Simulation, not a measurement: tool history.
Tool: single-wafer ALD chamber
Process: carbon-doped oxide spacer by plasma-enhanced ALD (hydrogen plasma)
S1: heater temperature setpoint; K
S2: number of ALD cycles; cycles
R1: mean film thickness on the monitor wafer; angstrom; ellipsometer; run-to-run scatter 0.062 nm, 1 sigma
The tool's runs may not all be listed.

{"run": 1, "day": 0.0, "S1": 683.15, "S2": 346, "R1": 181.4}
{"run": 2, "day": 0.083, "S1": 683.15, "S2": 326, "R1": 172.23}
{"run": 3, "day": 0.362, "S1": 683.15, "S2": 354, "R1": 185.94}
{"run": 4, "day": 0.4, "S1": 689.15, "S2": 354, "R1": 181.86}
{"run": 5, "day": 0.467, "S1": 693.15, "S2": 354, "R1": 179.74}
{"run": 6, "day": 0.646, "S1": 696.15, "S2": 349, "R1": 175.77}
{"run": 7, "day": 0.833, "S1": 698.15, "S2": 346, "R1": 173.7}

Run 8 is up next; what results do you expect?
{"run": 8, "day": 1.096, "S1": 700.15, "S2": 344, "R1": "?"}

R1: 172.19 angstrom

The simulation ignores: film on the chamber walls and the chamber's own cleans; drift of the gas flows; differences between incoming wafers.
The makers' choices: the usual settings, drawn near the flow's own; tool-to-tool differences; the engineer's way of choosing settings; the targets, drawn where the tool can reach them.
